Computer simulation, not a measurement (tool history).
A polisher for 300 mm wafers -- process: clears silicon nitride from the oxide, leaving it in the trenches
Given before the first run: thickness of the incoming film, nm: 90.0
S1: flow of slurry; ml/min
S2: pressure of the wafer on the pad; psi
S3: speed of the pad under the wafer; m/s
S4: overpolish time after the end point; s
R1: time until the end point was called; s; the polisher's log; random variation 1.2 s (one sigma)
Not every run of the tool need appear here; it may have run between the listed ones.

run,day,S1,S2,S3,S4,R1
1,0,275,1.9,1.14,41,152.96
2,0.312,275,2.2,1.14,41,129.4
3,0.658,275,2.3,1.16,41,122.45
4,0.808,275,2.4,1.18,41,118.7
5,1.067,275,2.5,1.22,41,108.31
6,1.425,275,2.5,1.22,41,109.94
7,1.796,275,2.6,1.26,41,101.07
8,2.133,275,2.7,1.28,41,94.429

What will run 9 give?
9,2.296,275,2.7,1.3,41,?

Logged for run 9: R1 90.676 s.

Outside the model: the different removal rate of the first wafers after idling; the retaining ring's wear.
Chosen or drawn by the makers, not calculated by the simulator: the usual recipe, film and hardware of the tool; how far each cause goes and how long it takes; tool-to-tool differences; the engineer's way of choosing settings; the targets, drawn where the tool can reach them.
